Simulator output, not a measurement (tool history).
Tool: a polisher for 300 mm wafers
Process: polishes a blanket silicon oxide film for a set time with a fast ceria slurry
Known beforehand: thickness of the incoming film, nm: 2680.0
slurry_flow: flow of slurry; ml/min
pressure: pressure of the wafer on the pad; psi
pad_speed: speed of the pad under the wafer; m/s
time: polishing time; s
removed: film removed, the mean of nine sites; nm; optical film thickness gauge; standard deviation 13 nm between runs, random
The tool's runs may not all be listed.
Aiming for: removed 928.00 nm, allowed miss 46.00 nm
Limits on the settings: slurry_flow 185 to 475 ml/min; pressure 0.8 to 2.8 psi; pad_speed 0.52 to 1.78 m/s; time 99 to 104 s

{"run": 1, "day": 0.0, "slurry_flow": 305, "pressure": 1.8, "pad_speed": 1.14, "time": 99, "removed": 1383.0}
{"run": 2, "day": 0.183, "slurry_flow": 305, "pressure": 1.6, "pad_speed": 1.12, "time": 99, "removed": 1187.6}
{"run": 3, "day": 0.458, "slurry_flow": 305, "pressure": 1.5, "pad_speed": 1.12, "time": 99, "removed": 1155.8}
{"run": 4, "day": 0.783, "slurry_flow": 305, "pressure": 1.4, "pad_speed": 1.12, "time": 99, "removed": 1081.2}
{"run": 5, "day": 0.929, "slurry_flow": 305, "pressure": 1.3, "pad_speed": 1.12, "time": 99, "removed": 970.03}
{"run": 6, "day": 1.242, "slurry_flow": 305, "pressure": 1.3, "pad_speed": 1.12, "time": 104, "removed": 1037.0}
{"day": 1.312, "done": "head pressure recalibrated"}
{"run": 7, "day": 1.312, "slurry_flow": 305, "pressure": 1.1, "pad_speed": 1.1, "time": 104, "removed": 815.25}
{"run": 8, "day": 1.521, "slurry_flow": 305, "pressure": 1.2, "pad_speed": 1.1, "time": 104, "removed": 861.28}

Exercise: of the 4 proposed moves below, exactly one satisfies all targets within the stated allowed misses. Which move is it?
{"run": "A", "day": 1.729, "slurry_flow": 300, "pressure": 1.3, "pad_speed": 0.92, "time": 100, "removed": "?"}
{"run": "B", "day": 1.729, "slurry_flow": 290, "pressure": 1.0, "pad_speed": 1.24, "time": 104, "removed": "?"}
{"run": "C", "day": 1.729, "slurry_flow": 280, "pressure": 1.3, "pad_speed": 1.14, "time": 100, "removed": "?"}
{"run": "D", "day": 1.729, "slurry_flow": 310, "pressure": 1.2, "pad_speed": 1.04, "time": 104, "removed": "?"}

move=A removed=795.45
move=B removed=804.10
move=C removed=928.21
move=D removed=840.37
A: the biggest miss grows against the last run
B: the biggest miss grows against the last run
C: each result inside its tolerance
D: the biggest miss grows against the last run
Answer: C

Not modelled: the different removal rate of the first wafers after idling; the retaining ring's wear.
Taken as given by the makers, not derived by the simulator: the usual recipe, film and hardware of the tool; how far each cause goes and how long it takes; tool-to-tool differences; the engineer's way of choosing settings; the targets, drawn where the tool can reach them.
